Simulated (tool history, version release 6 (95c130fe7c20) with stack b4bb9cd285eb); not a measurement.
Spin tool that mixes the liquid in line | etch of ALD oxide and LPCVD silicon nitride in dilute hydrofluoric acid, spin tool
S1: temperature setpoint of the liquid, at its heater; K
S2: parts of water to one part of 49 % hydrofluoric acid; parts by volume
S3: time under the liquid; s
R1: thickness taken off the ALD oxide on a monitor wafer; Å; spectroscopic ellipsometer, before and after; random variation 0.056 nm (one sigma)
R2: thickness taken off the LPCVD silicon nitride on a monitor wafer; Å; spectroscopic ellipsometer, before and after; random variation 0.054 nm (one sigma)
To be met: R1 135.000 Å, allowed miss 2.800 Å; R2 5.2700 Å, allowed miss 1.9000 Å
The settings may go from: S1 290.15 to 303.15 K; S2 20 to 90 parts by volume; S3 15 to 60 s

run 1 hour=0.0 | S1=295.15 S2=50 S3=30 | R1=82.821 R2=3.0194
run 2 hour=4.8 | S1=295.15 S2=50 S3=40 | R1=111.130 R2=3.9237
run 3 hour=7.1 | S1=295.15 S2=50 S3=45 | R1=124.860 R2=3.6444
run 4 hour=11.0 | S1=295.15 S2=70 S3=45 | R1=87.414 R2=2.6333
run 5 hour=17.4 | S1=295.15 S2=60 S3=45 | R1=102.150 R2=2.9723
run 6 hour=24.0 | S1=295.15 S2=60 S3=40 | R1=92.109 R2=3.3069
run 7 hour=28.3 | S1=296.15 S2=60 S3=40 | R1=95.641 R2=3.6668
run 8 hour=35.2 | S1=300.15 S2=55 S3=40 | R1=122.190 R2=4.0146
run 9 hour=42.2 | S1=300.65 S2=55 S3=40 | R1=124.890 R2=5.5277
run 10 hour=49.9 | S1=301.15 S2=55 S3=40 | R1=126.590 R2=5.1176
run 11 hour=54.2 | S1=301.65 S2=55 S3=40 | R1=130.200 R2=5.4348

Which of these 4 next moves meets every target?
run A hour=58.5 | S1=299.65 S2=55 S3=45 | R1=? R2=?
run B hour=58.5 | S1=299.65 S2=65 S3=50 | R1=? R2=?
run C hour=58.5 | S1=300.65 S2=60 S3=45 | R1=? R2=?
run D hour=58.5 | S1=303.15 S2=40 S3=25 | R1=? R2=?

move=A R1=134.580 R2=4.8834
move=B R1=124.780 R2=4.6015
move=C R1=127.490 R2=4.7858
move=D R1=120.860 R2=4.6673
A: meets every target
B: further off than the last run
C: further off than the last run
D: further off than the last run
The right move is A.
